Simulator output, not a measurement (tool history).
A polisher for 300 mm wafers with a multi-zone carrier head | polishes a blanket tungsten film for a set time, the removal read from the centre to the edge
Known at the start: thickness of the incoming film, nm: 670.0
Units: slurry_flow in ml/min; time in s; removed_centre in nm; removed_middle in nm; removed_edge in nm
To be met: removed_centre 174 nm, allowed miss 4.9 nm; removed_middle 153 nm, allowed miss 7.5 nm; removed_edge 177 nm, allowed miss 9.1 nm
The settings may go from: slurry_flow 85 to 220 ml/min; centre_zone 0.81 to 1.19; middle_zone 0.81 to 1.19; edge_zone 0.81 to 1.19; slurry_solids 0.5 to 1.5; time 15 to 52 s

run	hour	slurry_flow	centre_zone	middle_zone	edge_zone	slurry_solids	time	removed_centre	removed_middle	removed_edge
1	0	140	1	1	1	1	33	231.43	235.24	237.45
2	5.3	135	1	0.97	0.99	0.9	32	216.49	214.04	229.54
3	11.3	135	1.01	0.96	0.97	0.85	31	208.5	201.86	211.31
4	19.5	130	1.01	0.94	0.95	0.8	31	202.39	195.28	203.21
5	21.6	125	1.01	0.92	0.95	0.75	31	202.88	186.19	200.96
6	27.4	120	1	0.9	0.94	0.7	31	196.26	180.85	195.87
7	32.9	115	0.99	0.89	0.94	0.65	31	188.84	177.5	190.35
8	40.3	110	0.99	0.88	0.94	0.65	31	184.86	171.6	195.9
9	45.5	110	1.01	0.84	0.86	0.5	29	168.89	150.7	164.22
10	49.6	110	1.01	0.84	0.86	0.5	29	167.98	146.48	165.19
11	56.5	130	1	0.84	0.93	0.6	29	180.04	160.49	182.68

5 next moves are on the table. One of them brings every result within its allowed miss. Which?
A	63.4	145	1.02	0.81	0.97	0.75	27	?	?	?
B	63.4	140	0.98	0.81	0.9	0.5	29	?	?	?
C	63.4	140	1.05	0.82	0.88	0.55	29	?	?	?
D	63.4	130	0.95	0.83	1.02	0.6	30	?	?	?
E	63.4	120	0.99	0.87	0.98	0.55	32	?	?	?

move	removed_centre	removed_middle	removed_edge
A	184.35	151.58	181.93
B	176.25	150.49	174.73
C	190.76	154.41	175.72
D	179.5	161.16	195.5
E	191.64	172.65	198.68
A: further off than the last run
B: meets every target
C: further off than the last run
D: further off than the last run
E: further off than the last run
Answer: B
